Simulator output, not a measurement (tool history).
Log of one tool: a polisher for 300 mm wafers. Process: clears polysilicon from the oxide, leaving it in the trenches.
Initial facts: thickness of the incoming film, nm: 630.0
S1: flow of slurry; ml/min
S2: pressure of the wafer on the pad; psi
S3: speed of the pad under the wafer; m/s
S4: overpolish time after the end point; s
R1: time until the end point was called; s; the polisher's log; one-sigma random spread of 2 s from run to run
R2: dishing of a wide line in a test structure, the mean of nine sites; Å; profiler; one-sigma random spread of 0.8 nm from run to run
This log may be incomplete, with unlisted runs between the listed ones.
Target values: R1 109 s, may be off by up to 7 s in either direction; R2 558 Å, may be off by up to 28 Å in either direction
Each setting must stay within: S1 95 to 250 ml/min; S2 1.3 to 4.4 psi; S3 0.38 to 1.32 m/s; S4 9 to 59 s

{"run": 1, "hour": 0.0, "S1": 160, "S2": 2.8, "S3": 0.84, "S4": 30, "R1": 52.943, "R2": 656.14}
{"run": 2, "hour": 5.0, "S1": 160, "S2": 3.3, "S3": 0.84, "S4": 30, "R1": 44.626, "R2": 643.92}
{"run": 3, "hour": 13.9, "S1": 200, "S2": 3.3, "S3": 0.84, "S4": 30, "R1": 43.434, "R2": 677.57}
{"run": 4, "hour": 20.5, "S1": 200, "S2": 3.3, "S3": 0.96, "S4": 30, "R1": 37.855, "R2": 668.78}
{"run": 5, "hour": 21.7, "S1": 180, "S2": 2.9, "S3": 0.92, "S4": 26, "R1": 47.309, "R2": 659.9}
{"run": 6, "hour": 27.8, "S1": 145, "S2": 2.9, "S3": 0.92, "S4": 26, "R1": 46.898, "R2": 655.85}
{"run": 7, "hour": 36.1, "S1": 135, "S2": 2.8, "S3": 0.82, "S4": 23, "R1": 54.748, "R2": 659.86}
{"run": 8, "hour": 43.9, "S1": 130, "S2": 2.6, "S3": 0.76, "S4": 30, "R1": 64.319, "R2": 651.43}
{"run": 9, "hour": 48.9, "S1": 95, "S2": 1.8, "S3": 0.66, "S4": 16, "R1": 107.29, "R2": 476.69}
{"run": 10, "hour": 53.9, "S1": 100, "S2": 1.8, "S3": 0.64, "S4": 20, "R1": 108.22, "R2": 544.01}

Which one of the following 4 next-run settings gets every result inside its allowed miss? There is exactly one.
{"run": "A", "hour": 58.9, "S1": 115, "S2": 1.8, "S3": 0.72, "S4": 17, "R1": "?", "R2": "?"}
{"run": "B", "hour": 58.9, "S1": 120, "S2": 2.1, "S3": 0.54, "S4": 24, "R1": "?", "R2": "?"}
{"run": "C", "hour": 58.9, "S1": 115, "S2": 2.3, "S3": 0.52, "S4": 16, "R1": "?", "R2": "?"}
{"run": "D", "hour": 58.9, "S1": 150, "S2": 1.6, "S3": 0.7, "S4": 17, "R1": "?", "R2": "?"}

move=A R1=96.063 R2=515.96
move=B R1=108.78 R2=560.85
move=C R1=103.75 R2=484.93
move=D R1=107.54 R2=490.66
A: moves away from the targets compared with the last run
B: each result inside its tolerance
C: moves away from the targets compared with the last run
D: moves away from the targets compared with the last run
The move that meets every target is B.

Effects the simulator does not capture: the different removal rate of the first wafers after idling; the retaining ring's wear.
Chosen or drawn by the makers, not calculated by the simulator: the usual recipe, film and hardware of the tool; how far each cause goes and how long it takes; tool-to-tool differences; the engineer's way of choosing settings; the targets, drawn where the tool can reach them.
